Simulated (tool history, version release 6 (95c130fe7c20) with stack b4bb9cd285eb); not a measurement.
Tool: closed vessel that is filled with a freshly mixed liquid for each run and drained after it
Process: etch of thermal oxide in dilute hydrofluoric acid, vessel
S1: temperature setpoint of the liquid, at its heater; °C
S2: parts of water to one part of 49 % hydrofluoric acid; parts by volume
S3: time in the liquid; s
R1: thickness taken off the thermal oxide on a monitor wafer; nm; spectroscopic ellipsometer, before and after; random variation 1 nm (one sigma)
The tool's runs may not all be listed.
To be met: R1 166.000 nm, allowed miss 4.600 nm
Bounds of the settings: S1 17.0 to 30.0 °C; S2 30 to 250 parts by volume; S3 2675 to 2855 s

run,day,S1,S2,S3,R1
1,0.000,22.0,140,2675,80.411
2,0.192,19.0,140,2675,71.276
3,0.279,19.0,140,2855,75.490
4,0.650,21.0,140,2855,82.672
5,0.879,21.0,160,2855,70.369
6,1.204,18.5,160,2855,63.967
7,1.500,22.0,140,2855,85.746
8,1.629,24.5,125,2855,105.860
9,1.792,24.5,125,2855,107.470
10,1.888,26.0,115,2855,125.890
11,1.938,30.0,100,2855,170.250

4 next moves are on the table. One of them brings every result within its allowed miss. Which?
A,1.988,26.5,90,2845,?
B,1.988,30.0,95,2760,?
C,1.988,29.0,95,2855,?
D,1.988,27.0,80,2675,?

move,R1
A,169.510
B,176.940
C,176.240
D,185.310
A: meets every target
B: further off than the last run
C: further off than the last run
D: further off than the last run
Move A is the one to make.
